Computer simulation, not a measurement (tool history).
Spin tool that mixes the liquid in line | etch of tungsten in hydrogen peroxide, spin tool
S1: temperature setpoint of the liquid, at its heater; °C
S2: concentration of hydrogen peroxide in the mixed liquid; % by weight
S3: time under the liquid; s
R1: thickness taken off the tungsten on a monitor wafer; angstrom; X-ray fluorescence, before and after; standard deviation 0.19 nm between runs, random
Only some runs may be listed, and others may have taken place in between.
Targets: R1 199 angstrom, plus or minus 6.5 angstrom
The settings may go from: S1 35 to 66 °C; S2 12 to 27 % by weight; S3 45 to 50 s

run 1 hour=0 | S1=51 S2=18 S3=45 | R1=373.88
run 2 hour=7.7 | S1=49 S2=18 S3=45 | R1=335.27
run 3 hour=9.5 | S1=47 S2=18 S3=45 | R1=295.44
run 4 hour=17.3 | S1=47 S2=20.5 S3=45 | R1=319.35
-- hour=24.2 peroxide flow meter replaced
run 5 hour=24.2 | S1=45.5 S2=20.5 S3=45 | R1=279.65
run 6 hour=26.7 | S1=44.5 S2=20.5 S3=45 | R1=262.18
run 7 hour=29.5 | S1=43.5 S2=20.5 S3=45 | R1=246.05
run 8 hour=33.7 | S1=43 S2=20.5 S3=45 | R1=235.69
run 9 hour=34.7 | S1=42.5 S2=20.5 S3=45 | R1=227.24
run 10 hour=37.2 | S1=42 S2=20.5 S3=45 | R1=220.33

Consider the 5 candidate settings below. Which is the only one whose results all fall within their allowed miss of target?
run A hour=39.7 | S1=40.5 S2=25 S3=50 | R1=?
run B hour=39.7 | S1=42 S2=19 S3=45 | R1=?
run C hour=39.7 | S1=42.5 S2=16.5 S3=50 | R1=?
run D hour=39.7 | S1=42 S2=19.5 S3=45 | R1=?
run E hour=39.7 | S1=39.5 S2=23.5 S3=45 | R1=?

move=A R1=244.55
move=B R1=211.39
move=C R1=226.01
move=D R1=214.15
move=E R1=199.94
A: the biggest miss grows against the last run
B: closer than the last run, but not yet in spec
C: the biggest miss grows against the last run
D: closer than the last run, but not yet in spec
E: every result lands within tolerance
Correct choice: E, which meets every target

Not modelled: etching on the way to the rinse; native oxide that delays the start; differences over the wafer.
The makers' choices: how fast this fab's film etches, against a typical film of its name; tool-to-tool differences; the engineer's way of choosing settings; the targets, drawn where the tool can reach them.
